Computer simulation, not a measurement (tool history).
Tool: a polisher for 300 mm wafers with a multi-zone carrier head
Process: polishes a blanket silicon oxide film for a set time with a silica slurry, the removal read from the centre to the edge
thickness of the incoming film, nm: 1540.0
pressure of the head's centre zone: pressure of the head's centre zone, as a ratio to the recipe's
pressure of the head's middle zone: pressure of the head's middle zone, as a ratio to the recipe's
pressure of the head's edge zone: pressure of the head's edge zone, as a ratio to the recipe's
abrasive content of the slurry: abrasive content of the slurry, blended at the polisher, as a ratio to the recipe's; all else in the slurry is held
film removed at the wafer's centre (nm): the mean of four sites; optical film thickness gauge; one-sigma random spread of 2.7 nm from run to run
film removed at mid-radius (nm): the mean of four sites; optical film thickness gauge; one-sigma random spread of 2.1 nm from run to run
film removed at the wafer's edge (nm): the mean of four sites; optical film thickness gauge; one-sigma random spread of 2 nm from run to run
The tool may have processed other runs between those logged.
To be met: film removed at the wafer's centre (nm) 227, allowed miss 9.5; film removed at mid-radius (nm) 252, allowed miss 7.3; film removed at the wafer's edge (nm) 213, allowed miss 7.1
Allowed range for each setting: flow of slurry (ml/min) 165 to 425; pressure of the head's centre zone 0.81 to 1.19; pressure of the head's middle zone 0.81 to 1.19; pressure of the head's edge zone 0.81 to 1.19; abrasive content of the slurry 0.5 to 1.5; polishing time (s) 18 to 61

run	day	flow of slurry (ml/min)	pressure of the head's centre zone	pressure of the head's middle zone	pressure of the head's edge zone	abrasive content of the slurry	polishing time (s)	film removed at the wafer's centre (nm)	film removed at mid-radius (nm)	film removed at the wafer's edge (nm)
1	0	275	1	1	1	1	39	159.14	151.51	150.85
2	0.221	275	1	1	1	1.2	39	172.89	164.99	162.18
3	0.575	285	1	1.04	1.02	1.25	40	184.61	180.02	174.26
4	0.904	285	0.94	1.04	1.02	1.25	40	176.42	178.81	173.12
# day 1.029: centre zone pressure recalibrated
5	1.029	285	0.94	1.04	1.02	1.25	30	120.8	134.31	131.2
6	1.154	285	0.94	1.04	1.02	1.45	30	131.14	142.21	137.12
7	1.217	300	0.94	1.08	1.02	1.45	33	148.65	164.15	151.47
8	1.562	315	0.95	1.11	1.03	1.45	35	154.25	176.34	163.46
9	1.896	315	0.97	1.13	1.02	1.45	37	166.37	190.92	173.41
10	2.208	315	0.97	1.13	1.02	1.45	37	168.4	190.63	170.09

Below are 4 possible settings for the next run. Only one of them brings all results inside the allowed miss of their targets. Which is it?
A	2.521	315	1.09	1.11	0.94	1.5	41	?	?	?
B	2.521	250	1.05	1.17	0.95	1.25	51	?	?	?
C	2.521	280	1.11	0.98	1.1	1.2	32	?	?	?
D	2.521	335	0.95	0.91	1.19	1.4	28	?	?	?

move	film removed at the wafer's centre (nm)	film removed at mid-radius (nm)	film removed at the wafer's edge (nm)
A	204.25	207.08	185.37
B	224.94	245.42	212.05
C	146.04	131.77	142.25
D	124.51	117.23	139.71
A: closer than the last run, but not yet in spec
B: in spec on every target
C: further off than the last run
D: further off than the last run
The move that meets every target is B.
